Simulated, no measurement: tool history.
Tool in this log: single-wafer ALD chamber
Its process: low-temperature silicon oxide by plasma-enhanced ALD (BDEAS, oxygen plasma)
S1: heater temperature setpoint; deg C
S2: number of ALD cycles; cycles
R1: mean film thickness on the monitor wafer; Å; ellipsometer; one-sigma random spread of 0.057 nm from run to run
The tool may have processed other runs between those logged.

{"run": 1, "hour": 0.0, "S1": 90, "S2": 57, "R1": 79.345}
{"run": 2, "hour": 7.7, "S1": 90, "S2": 64, "R1": 89.06}
{"run": 3, "hour": 8.2, "S1": 98, "S2": 64, "R1": 87.49}
{"run": 4, "hour": 9.4, "S1": 97, "S2": 66, "R1": 90.824}
{"run": 5, "hour": 14.5, "S1": 97, "S2": 59, "R1": 81.099}
{"run": 6, "hour": 15.8, "S1": 96, "S2": 63, "R1": 85.677}
{"run": 7, "hour": 16.8, "S1": 94, "S2": 65, "R1": 89.336}
{"run": 8, "hour": 23.8, "S1": 93, "S2": 67, "R1": 92.507}

Run 9, settings as shown, results not yet in. Your forecast:
{"hour": 29.8, "done": "thermocouple changed; heater temperature recalibrated"}
{"run": 9, "hour": 29.8, "S1": 93, "S2": 68, "R1": "?"}

Run 9 measured R1 95.1 Å.
